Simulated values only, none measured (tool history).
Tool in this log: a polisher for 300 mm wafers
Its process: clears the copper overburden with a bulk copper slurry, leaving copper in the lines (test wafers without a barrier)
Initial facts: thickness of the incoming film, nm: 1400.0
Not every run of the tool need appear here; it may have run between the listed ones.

run,hour,flow of slurry (ml/min),pressure of the wafer on the pad (kPa),speed of the pad under the wafer (cm/s),abrasive content of the slurry,overpolish time after the end point (s),time until the end point was called (s),dishing of a wide line in a test structure (angstrom)
1,0.0,135,19.3,92,1.0,29,155.92,1296.8
2,6.9,115,19.3,92,1.0,29,158.76,1256.0
3,9.7,115,17.2,92,1.0,30,175.22,1154.7
4,12.1,115,15.9,90,1.0,32,195.61,1130.8
5,20.3,115,17.9,90,1.0,32,176.24,1212.2
6,22.4,115,16.5,90,1.0,33,190.44,1146.4
7,25.1,115,15.9,90,1.0,34,199.06,1137.4

Run 8 has not been measured yet. What should we expect?
8,31.6,115,15.2,90,1.0,35,?,?

{"run 8": {"time until the end point was called (s)": 204.92, "dishing of a wide line in a test structure (angstrom)": 1153.1}}

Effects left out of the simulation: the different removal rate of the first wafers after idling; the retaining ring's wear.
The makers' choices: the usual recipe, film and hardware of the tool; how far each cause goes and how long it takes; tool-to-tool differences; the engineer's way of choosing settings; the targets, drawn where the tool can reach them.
